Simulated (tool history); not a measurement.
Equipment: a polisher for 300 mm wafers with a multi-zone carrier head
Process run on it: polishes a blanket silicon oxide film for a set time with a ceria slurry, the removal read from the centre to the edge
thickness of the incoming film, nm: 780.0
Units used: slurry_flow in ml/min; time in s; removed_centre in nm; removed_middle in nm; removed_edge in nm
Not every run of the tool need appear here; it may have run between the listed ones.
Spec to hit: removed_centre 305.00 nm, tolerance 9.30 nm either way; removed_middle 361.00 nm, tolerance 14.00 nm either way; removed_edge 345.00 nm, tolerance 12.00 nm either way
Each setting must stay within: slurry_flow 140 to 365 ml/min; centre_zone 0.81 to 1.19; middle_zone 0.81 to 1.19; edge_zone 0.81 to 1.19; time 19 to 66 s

run	hour	slurry_flow	centre_zone	middle_zone	edge_zone	time	removed_centre	removed_middle	removed_edge
1	0.0	235	1.00	1.00	1.00	42	228.84	245.42	233.92
2	8.2	235	1.00	1.08	1.00	42	231.57	253.22	233.23
3	10.1	235	1.00	1.08	1.09	42	232.04	254.46	249.08
4	16.1	235	0.95	1.08	1.09	42	219.58	254.25	246.25
5	18.0	240	0.95	1.09	1.10	43	225.16	262.65	253.58
6	24.3	240	0.95	1.10	1.11	44	230.55	271.11	263.11
7	28.7	240	0.95	1.10	1.11	44	233.22	269.88	257.72
8	36.6	235	0.95	1.10	1.12	46	239.60	284.31	266.95

Exercise: of the 4 proposed moves below, exactly one satisfies all targets within the stated allowed misses. Which move is it?
A	44.5	315	1.12	1.00	1.12	59	?	?	?
B	44.5	220	0.94	1.09	1.14	59	?	?	?
C	44.5	235	0.96	1.15	1.05	54	?	?	?
D	44.5	285	1.04	1.11	1.13	47	?	?	?

move	removed_centre	removed_middle	removed_edge
A	378.37	347.16	358.99
B	302.61	358.26	350.36
C	285.96	346.53	309.51
D	276.80	299.29	284.64
A: the result that was furthest off in the last run now lies on the other side of its target
B: each result inside its tolerance
C: closer than the last run, but not yet in spec
D: closer than the last run, but not yet in spec
So the answer is move B, the one that meets all the targets.
